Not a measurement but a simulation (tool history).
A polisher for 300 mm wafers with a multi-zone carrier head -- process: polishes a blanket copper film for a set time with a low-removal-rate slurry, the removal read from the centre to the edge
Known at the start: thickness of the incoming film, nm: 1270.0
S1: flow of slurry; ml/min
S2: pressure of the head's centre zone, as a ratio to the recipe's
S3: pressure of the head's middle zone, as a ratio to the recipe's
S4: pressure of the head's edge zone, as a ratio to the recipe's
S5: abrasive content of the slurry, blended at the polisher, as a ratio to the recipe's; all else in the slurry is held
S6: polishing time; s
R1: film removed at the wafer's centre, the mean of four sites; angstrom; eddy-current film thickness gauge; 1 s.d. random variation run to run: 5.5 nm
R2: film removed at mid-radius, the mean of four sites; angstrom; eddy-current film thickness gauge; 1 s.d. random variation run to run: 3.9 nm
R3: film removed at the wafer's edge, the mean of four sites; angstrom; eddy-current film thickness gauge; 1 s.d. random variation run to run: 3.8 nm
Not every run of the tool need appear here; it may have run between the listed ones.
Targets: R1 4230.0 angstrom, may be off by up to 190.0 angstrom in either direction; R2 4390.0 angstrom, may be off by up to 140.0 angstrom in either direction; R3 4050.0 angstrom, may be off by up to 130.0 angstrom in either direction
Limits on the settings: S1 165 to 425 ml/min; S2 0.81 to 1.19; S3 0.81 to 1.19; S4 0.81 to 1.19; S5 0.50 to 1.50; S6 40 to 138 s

Run 1, hour 0.0: S1 275 ml/min, S2 1.00, S3 1.00, S4 1.00, S5 1.00, S6 88 s. Result: R1 3289.5 angstrom, R2 2975.8 angstrom, R3 2924.7 angstrom.
Run 2, hour 1.1: S1 275 ml/min, S2 1.00, S3 1.00, S4 1.00, S5 1.00, S6 96 s. Result: R1 3498.0 angstrom, R2 3278.7 angstrom, R3 3250.9 angstrom.
Run 3, hour 6.0: S1 275 ml/min, S2 0.96, S3 1.00, S4 1.00, S5 1.00, S6 96 s. Result: R1 3412.3 angstrom, R2 3230.0 angstrom, R3 3316.2 angstrom.
Run 4, hour 10.4: S1 285 ml/min, S2 0.98, S3 1.04, S4 1.03, S5 1.15, S6 97 s. Result: R1 3575.0 angstrom, R2 3485.5 angstrom, R3 3462.4 angstrom.
Run 5, hour 15.0: S1 285 ml/min, S2 1.04, S3 1.04, S4 1.03, S5 1.15, S6 97 s. Result: R1 3816.8 angstrom, R2 3584.9 angstrom, R3 3456.0 angstrom.
Run 6, hour 20.7: S1 290 ml/min, S2 1.05, S3 1.08, S4 1.06, S5 1.25, S6 98 s. Result: R1 4000.0 angstrom, R2 3755.3 angstrom, R3 3636.9 angstrom.
Run 7, hour 29.6: S1 300 ml/min, S2 1.04, S3 1.12, S4 1.07, S5 1.35, S6 99 s. Result: R1 4082.8 angstrom, R2 3997.5 angstrom, R3 3709.7 angstrom.
Run 8, hour 33.2: S1 305 ml/min, S2 1.04, S3 1.14, S4 1.10, S5 1.40, S6 100 s. Result: R1 4178.7 angstrom, R2 4147.0 angstrom, R3 3853.8 angstrom.

Exercise: of the 5 proposed moves below, exactly one satisfies all targets within the stated allowed misses. Which move is it?
Run A, hour 36.8: S1 300 ml/min, S2 1.06, S3 1.13, S4 1.04, S5 1.20, S6 101 s. Result: R1 ?, R2 ?, R3 ?.
Run B, hour 36.8: S1 315 ml/min, S2 1.10, S3 1.06, S4 1.02, S5 1.50, S6 98 s. Result: R1 ?, R2 ?, R3 ?.
Run C, hour 36.8: S1 295 ml/min, S2 1.06, S3 1.03, S4 1.17, S5 1.40, S6 103 s. Result: R1 ?, R2 ?, R3 ?.
Run D, hour 36.8: S1 290 ml/min, S2 1.00, S3 1.15, S4 1.11, S5 1.25, S6 108 s. Result: R1 ?, R2 ?, R3 ?.
Run E, hour 36.8: S1 330 ml/min, S2 0.97, S3 0.95, S4 1.16, S5 1.35, S6 106 s. Result: R1 ?, R2 ?, R3 ?.

move      R1      R2      R3
   A  4304.2  3963.1  3620.9
   B  4585.2  3850.7  3683.1
   C  4536.5  3861.9  4047.6
   D  4366.6  4328.8  4018.4
   E  4284.3  3723.3  4151.6
A: moves away from the targets compared with the last run
B: moves away from the targets compared with the last run
C: moves away from the targets compared with the last run
D: each result inside its tolerance
E: moves away from the targets compared with the last run
Move D is the one to make.
